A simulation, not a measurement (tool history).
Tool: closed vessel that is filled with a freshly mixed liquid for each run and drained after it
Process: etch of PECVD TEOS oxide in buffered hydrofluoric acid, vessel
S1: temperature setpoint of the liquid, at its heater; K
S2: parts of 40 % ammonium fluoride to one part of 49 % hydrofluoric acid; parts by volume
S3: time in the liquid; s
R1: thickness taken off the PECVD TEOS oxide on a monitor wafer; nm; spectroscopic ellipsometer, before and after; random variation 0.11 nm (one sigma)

run  hour      S1    S2  S3      R1
  1     0  294.15    19  30  23.702
  2   6.6  295.65    19  30  25.343
  3  10.1  294.15  20.5  30  21.929
  4  15.6  297.15  20.5  30  25.871
  5  24.4  295.15  21.5  30  22.322
  6  33.3  293.65    22  30  20.243

Run 7 comes next. What will it give?
  7  42.3  292.65  22.5  30   ?

Run 7 gave R1 18.923 nm.
